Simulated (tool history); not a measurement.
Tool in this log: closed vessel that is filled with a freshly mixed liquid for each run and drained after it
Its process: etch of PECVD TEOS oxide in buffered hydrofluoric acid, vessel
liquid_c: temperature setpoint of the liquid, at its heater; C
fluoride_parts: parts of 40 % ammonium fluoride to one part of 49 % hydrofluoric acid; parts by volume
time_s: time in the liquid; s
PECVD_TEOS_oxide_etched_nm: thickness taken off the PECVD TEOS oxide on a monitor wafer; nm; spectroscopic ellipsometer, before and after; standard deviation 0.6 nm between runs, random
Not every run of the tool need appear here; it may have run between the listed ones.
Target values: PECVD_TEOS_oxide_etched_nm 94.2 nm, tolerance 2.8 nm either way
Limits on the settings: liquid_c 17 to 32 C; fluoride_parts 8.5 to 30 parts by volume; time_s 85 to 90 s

run 1 hour=0 | liquid_c=24 fluoride_parts=23 time_s=85 | PECVD_TEOS_oxide_etched_nm=72.177
run 2 hour=5.9 | liquid_c=24 fluoride_parts=26 time_s=85 | PECVD_TEOS_oxide_etched_nm=65.614
run 3 hour=10.7 | liquid_c=26 fluoride_parts=26 time_s=85 | PECVD_TEOS_oxide_etched_nm=73.282
run 4 hour=17.8 | liquid_c=26 fluoride_parts=23 time_s=85 | PECVD_TEOS_oxide_etched_nm=79.772
run 5 hour=19.6 | liquid_c=27 fluoride_parts=23 time_s=85 | PECVD_TEOS_oxide_etched_nm=84.332
run 6 hour=24.1 | liquid_c=27.5 fluoride_parts=23 time_s=85 | PECVD_TEOS_oxide_etched_nm=85.96
run 7 hour=24.9 | liquid_c=28 fluoride_parts=23 time_s=85 | PECVD_TEOS_oxide_etched_nm=88.056
run 8 hour=31.7 | liquid_c=28.5 fluoride_parts=23 time_s=85 | PECVD_TEOS_oxide_etched_nm=91.288

Exercise: of the 4 proposed moves below, exactly one satisfies all targets within the stated allowed misses. Which move is it?
run A hour=38.5 | liquid_c=27.5 fluoride_parts=24 time_s=90 | PECVD_TEOS_oxide_etched_nm=?
run B hour=38.5 | liquid_c=28 fluoride_parts=21 time_s=85 | PECVD_TEOS_oxide_etched_nm=?
run C hour=38.5 | liquid_c=28.5 fluoride_parts=24 time_s=85 | PECVD_TEOS_oxide_etched_nm=?
run D hour=38.5 | liquid_c=25 fluoride_parts=20.5 time_s=90 | PECVD_TEOS_oxide_etched_nm=?

move=A PECVD_TEOS_oxide_etched_nm=89.312
move=B PECVD_TEOS_oxide_etched_nm=94.944
move=C PECVD_TEOS_oxide_etched_nm=88.991
move=D PECVD_TEOS_oxide_etched_nm=86.939
A: the biggest miss grows against the last run
B: in spec on every target
C: the biggest miss grows against the last run
D: the biggest miss grows against the last run
Correct choice: B, which meets every target

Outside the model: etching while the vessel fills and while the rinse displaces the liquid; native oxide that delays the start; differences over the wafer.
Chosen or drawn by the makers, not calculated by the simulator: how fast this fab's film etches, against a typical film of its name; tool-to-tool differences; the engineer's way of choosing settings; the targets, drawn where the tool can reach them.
